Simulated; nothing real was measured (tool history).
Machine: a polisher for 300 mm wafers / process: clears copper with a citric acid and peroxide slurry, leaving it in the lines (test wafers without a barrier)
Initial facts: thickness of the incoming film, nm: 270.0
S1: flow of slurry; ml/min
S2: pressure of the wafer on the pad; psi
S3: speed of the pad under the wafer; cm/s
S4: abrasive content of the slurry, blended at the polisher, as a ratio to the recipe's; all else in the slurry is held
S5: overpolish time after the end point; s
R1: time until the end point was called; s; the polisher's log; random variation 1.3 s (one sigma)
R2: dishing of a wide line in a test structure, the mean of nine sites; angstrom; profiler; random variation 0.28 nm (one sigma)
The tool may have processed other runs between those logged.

run 1 day=0.000 | S1=135 S2=2.3 S3=124 S4=1.0 S5=13 | R1=105.120 R2=247.18
run 2 day=0.125 | S1=115 S2=2.3 S3=124 S4=1.0 S5=13 | R1=105.500 R2=245.99
run 3 day=0.471 | S1=115 S2=2.3 S3=124 S4=0.8 S5=13 | R1=109.400 R2=239.08
run 4 day=0.671 | S1=115 S2=2.5 S3=124 S4=0.8 S5=12 | R1=100.190 R2=238.58
run 5 day=0.725 | S1=115 S2=2.6 S3=124 S4=0.8 S5=11 | R1=95.758 R2=230.99
run 6 day=0.950 | S1=115 S2=2.7 S3=124 S4=0.8 S5=10 | R1=92.713 R2=216.37

For run 7, what comes out?
run 7 day=1.117 | S1=115 S2=2.8 S3=124 S4=0.8 S5=10 | R1=? R2=?

{"run 7": {"R1": 89.251, "R2": 220.27}}
